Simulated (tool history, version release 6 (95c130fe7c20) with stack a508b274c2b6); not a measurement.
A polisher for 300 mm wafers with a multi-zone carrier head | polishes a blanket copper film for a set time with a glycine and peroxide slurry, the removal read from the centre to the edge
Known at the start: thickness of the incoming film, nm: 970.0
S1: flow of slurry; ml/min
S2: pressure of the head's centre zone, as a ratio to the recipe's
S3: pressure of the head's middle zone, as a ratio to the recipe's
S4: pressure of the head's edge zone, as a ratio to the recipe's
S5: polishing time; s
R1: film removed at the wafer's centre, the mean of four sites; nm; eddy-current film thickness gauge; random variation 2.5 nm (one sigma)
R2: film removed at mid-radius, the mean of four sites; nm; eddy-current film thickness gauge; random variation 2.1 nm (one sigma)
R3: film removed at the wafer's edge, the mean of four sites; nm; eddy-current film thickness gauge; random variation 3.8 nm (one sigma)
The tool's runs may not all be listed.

run,day,S1,S2,S3,S4,S5,R1,R2,R3
1,0.000,175,1.00,1.00,1.00,76,299.74,302.72,316.46
2,0.246,170,0.99,1.00,0.98,75,292.31,293.85,297.57
3,0.538,165,0.98,1.00,0.97,75,289.80,294.72,304.62
4,0.771,165,0.97,1.01,0.96,74,282.15,287.64,289.07
5,0.950,160,0.96,1.02,0.96,74,276.81,292.16,294.42
6,0.992,160,0.96,1.02,0.96,85,317.69,330.11,335.13
7,1.329,160,0.95,1.02,0.94,84,312.62,333.34,326.33
8,1.500,135,0.87,0.93,0.84,71,231.93,250.69,257.92
9,1.600,140,0.87,0.94,0.84,71,236.05,253.69,254.83
10,1.950,145,0.87,0.95,0.84,71,237.48,261.30,257.48
11,2.088,145,0.87,0.95,0.84,71,235.22,256.40,263.55

Run 12 comes next. What will it give?
12,2.150,145,0.88,0.96,0.84,71,?,?,?

R1: 235.23 nm
R2: 262.46 nm
R3: 254.40 nm

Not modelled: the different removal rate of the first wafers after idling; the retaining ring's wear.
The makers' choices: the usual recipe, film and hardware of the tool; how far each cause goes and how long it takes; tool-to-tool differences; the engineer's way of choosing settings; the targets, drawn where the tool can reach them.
